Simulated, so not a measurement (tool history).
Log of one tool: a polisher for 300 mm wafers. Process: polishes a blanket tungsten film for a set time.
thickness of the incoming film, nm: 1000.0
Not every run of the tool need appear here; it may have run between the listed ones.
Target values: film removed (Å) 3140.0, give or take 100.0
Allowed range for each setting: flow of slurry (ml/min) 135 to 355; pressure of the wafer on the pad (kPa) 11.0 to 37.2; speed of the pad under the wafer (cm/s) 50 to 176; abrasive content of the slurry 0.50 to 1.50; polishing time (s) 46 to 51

run    day  flow of slurry (ml/min)  pressure of the wafer on the pad (kPa)  speed of the pad under the wafer (cm/s)  abrasive content of the slurry  polishing time (s)  film removed (Å)
  1  0.000                      225                                    24.1                                      112                            1.00                  51            2224.7
  2  0.208                      230                                    26.2                                      112                            1.00                  51            2378.6
  3  0.496                      230                                    21.4                                      112                            1.00                  51            2050.2
  4  0.604                      230                                    21.4                                       92                            1.00                  51            1751.7
  5  0.979                      235                                    24.8                                       94                            1.00                  51            1995.9
  6  1.279                      235                                    24.8                                      112                            1.00                  51            2269.5
  7  1.425                      235                                    26.9                                      112                            1.00                  51            2406.0
  8  1.604                      235                                    29.0                                      112                            1.00                  51            2611.5
  9  1.883                      235                                    30.3                                      112                            1.00                  51            2648.3
 10  2.038                      235                                    31.7                                      112                            1.00                  51            2742.1
 11  2.117                      240                                    32.4                                      112                            1.00                  51            2793.2
 12  2.333                      240                                    33.1                                      112                            1.00                  51            2799.0

4 candidate next runs follow, results not yet known. Just one meets every target within its allowed miss. Identify it.
  A  2.550                      275                                    33.1                                      138                            0.85                  47                 ?
  B  2.550                      250                                    29.6                                      132                            0.90                  51                 ?
  C  2.550                      250                                    34.5                                      140                            1.00                  46                 ?
  D  2.550                      260                                    33.1                                      132                            1.15                  51                 ?

move  film removed (Å)
   A            2977.8
   B            2905.3
   C            3194.7
   D            3449.4
A: moves toward the targets from the last run without getting all of them in spec
B: moves toward the targets from the last run without getting all of them in spec
C: hits every target within its allowed miss
D: takes the biggest miss from the last run beyond its target
The right move is C.
